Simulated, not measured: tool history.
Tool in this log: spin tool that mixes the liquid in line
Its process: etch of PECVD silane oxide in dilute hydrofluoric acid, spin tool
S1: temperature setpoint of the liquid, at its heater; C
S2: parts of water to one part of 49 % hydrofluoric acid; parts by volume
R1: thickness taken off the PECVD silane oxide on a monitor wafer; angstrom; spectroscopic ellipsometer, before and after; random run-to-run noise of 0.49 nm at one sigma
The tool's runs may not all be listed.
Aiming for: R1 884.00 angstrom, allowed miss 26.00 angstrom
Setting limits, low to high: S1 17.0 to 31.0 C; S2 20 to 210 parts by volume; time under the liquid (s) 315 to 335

Run 1, day 0.000: S1 23.0 C, S2 115 parts by volume, time under the liquid (s) 315. Result: R1 408.44 angstrom.
Run 2, day 0.096: S1 25.0 C, S2 115 parts by volume, time under the liquid (s) 315. Result: R1 445.72 angstrom.
Run 3, day 0.325: S1 26.0 C, S2 105 parts by volume, time under the liquid (s) 315. Result: R1 512.09 angstrom.
Run 4, day 0.454: S1 28.5 C, S2 105 parts by volume, time under the liquid (s) 315. Result: R1 559.81 angstrom.
Run 5, day 0.725: S1 29.0 C, S2 100 parts by volume, time under the liquid (s) 315. Result: R1 605.44 angstrom.
Run 6, day 0.917: S1 29.0 C, S2 100 parts by volume, time under the liquid (s) 315. Result: R1 606.51 angstrom.
Run 7, day 1.162: S1 29.5 C, S2 95 parts by volume, time under the liquid (s) 315. Result: R1 651.14 angstrom.
Run 8, day 1.504: S1 29.5 C, S2 90 parts by volume, time under the liquid (s) 315. Result: R1 697.72 angstrom.
Run 9, day 1.783: S1 29.5 C, S2 85 parts by volume, time under the liquid (s) 315. Result: R1 741.11 angstrom.
Run 10, day 1.992: S1 30.5 C, S2 80 parts by volume, time under the liquid (s) 315. Result: R1 825.64 angstrom.
Run 11, day 2.329: S1 31.0 C, S2 80 parts by volume, time under the liquid (s) 315. Result: R1 841.92 angstrom.

Exactly one of the 4 candidate moves below puts every result within its allowed miss. Which one?
Run A, day 2.667: S1 31.0 C, S2 75 parts by volume, time under the liquid (s) 335. Result: R1 ?.
Run B, day 2.667: S1 30.5 C, S2 80 parts by volume, time under the liquid (s) 335. Result: R1 ?.
Run C, day 2.667: S1 30.5 C, S2 80 parts by volume, time under the liquid (s) 320. Result: R1 ?.
Run D, day 2.667: S1 29.0 C, S2 80 parts by volume, time under the liquid (s) 315. Result: R1 ?.

move      R1
   A  963.58
   B  879.76
   C  840.36
   D  781.11
A: the result that was furthest off in the last run now lies on the other side of its target
B: every result lands within tolerance
C: as far off as the last run
D: lands further from the targets than the last run did
Answer: B
